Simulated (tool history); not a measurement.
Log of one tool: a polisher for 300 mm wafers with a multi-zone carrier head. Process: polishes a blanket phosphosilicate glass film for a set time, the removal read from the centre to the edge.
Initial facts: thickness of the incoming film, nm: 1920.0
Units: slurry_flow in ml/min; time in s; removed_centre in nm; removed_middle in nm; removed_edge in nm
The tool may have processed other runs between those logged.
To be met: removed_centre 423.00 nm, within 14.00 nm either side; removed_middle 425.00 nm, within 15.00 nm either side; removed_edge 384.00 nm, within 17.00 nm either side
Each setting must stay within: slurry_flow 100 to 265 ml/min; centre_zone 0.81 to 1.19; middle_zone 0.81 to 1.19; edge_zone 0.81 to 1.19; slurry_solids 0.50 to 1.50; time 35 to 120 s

run,hour,slurry_flow,centre_zone,middle_zone,edge_zone,slurry_solids,time,removed_centre,removed_middle,removed_edge
1,0.0,170,1.00,1.00,1.00,1.00,77,812.35,810.70,784.20
2,3.3,170,1.00,1.00,0.97,0.90,71,721.90,701.25,677.60
3,4.4,170,1.00,0.95,0.97,0.90,71,724.85,678.21,703.27
4,10.4,165,0.99,0.97,0.95,0.80,66,623.82,597.08,602.25
5,17.5,165,0.99,0.97,0.90,0.80,66,612.59,600.94,587.35
6,20.4,165,0.95,0.97,0.90,0.80,66,610.22,599.26,593.65
7,28.3,165,0.95,0.97,0.90,0.80,66,609.97,605.64,598.00
8,30.7,165,0.95,0.97,0.90,0.80,66,615.61,598.58,593.44
9,31.6,160,0.96,0.98,0.88,0.75,63,552.99,546.85,536.58
10,32.7,150,0.98,1.00,0.87,0.70,63,540.68,529.44,506.79
11,34.6,145,0.98,1.01,0.86,0.65,62,510.66,510.66,491.99

Below are 4 possible settings for the next run. Only one of them brings all results inside the allowed miss of their targets. Which is it?
A,36.5,170,1.08,1.11,0.81,0.65,50,?,?,?
B,36.5,160,1.00,1.13,0.85,0.55,53,?,?,?
C,36.5,150,0.94,0.98,0.94,0.50,60,?,?,?
D,36.5,150,1.03,1.07,0.87,0.50,56,?,?,?

move,removed_centre,removed_middle,removed_edge
A,459.51,458.86,385.70
B,417.02,447.80,379.44
C,422.40,421.08,423.63
D,421.05,423.28,381.45
A: puts the biggest miss on target and leaves a different result outside tolerance
B: puts the biggest miss on target and leaves a different result outside tolerance
C: closer than the last run, but not yet in spec
D: all results land within tolerance of their targets
D meets every target.
